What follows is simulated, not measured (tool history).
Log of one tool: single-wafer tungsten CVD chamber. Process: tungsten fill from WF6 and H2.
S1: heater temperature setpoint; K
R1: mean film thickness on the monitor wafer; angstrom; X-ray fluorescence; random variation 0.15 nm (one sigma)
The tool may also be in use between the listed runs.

{"run": 1, "hour": 0.0, "S1": 663.15, "chamber pressure (Pa)": 6546, "deposition time (s)": 13.8, "R1": 438.24}
{"run": 2, "hour": 2.6, "S1": 656.15, "chamber pressure (Pa)": 6546, "deposition time (s)": 13.8, "R1": 386.51}
{"run": 3, "hour": 4.6, "S1": 663.15, "chamber pressure (Pa)": 6546, "deposition time (s)": 13.8, "R1": 437.4}
{"run": 4, "hour": 9.5, "S1": 664.15, "chamber pressure (Pa)": 6559, "deposition time (s)": 13.8, "R1": 444.04}
{"run": 5, "hour": 10.3, "S1": 664.15, "chamber pressure (Pa)": 6559, "deposition time (s)": 13.1, "R1": 423.99}
{"run": 6, "hour": 18.0, "S1": 664.15, "chamber pressure (Pa)": 6559, "deposition time (s)": 13.1, "R1": 422.39}

Forecast run 7:
{"run": 7, "hour": 21.2, "S1": 666.15, "chamber pressure (Pa)": 6573, "deposition time (s)": 13.1, "R1": "?"}

Run 7 gave R1 437.15 angstrom.

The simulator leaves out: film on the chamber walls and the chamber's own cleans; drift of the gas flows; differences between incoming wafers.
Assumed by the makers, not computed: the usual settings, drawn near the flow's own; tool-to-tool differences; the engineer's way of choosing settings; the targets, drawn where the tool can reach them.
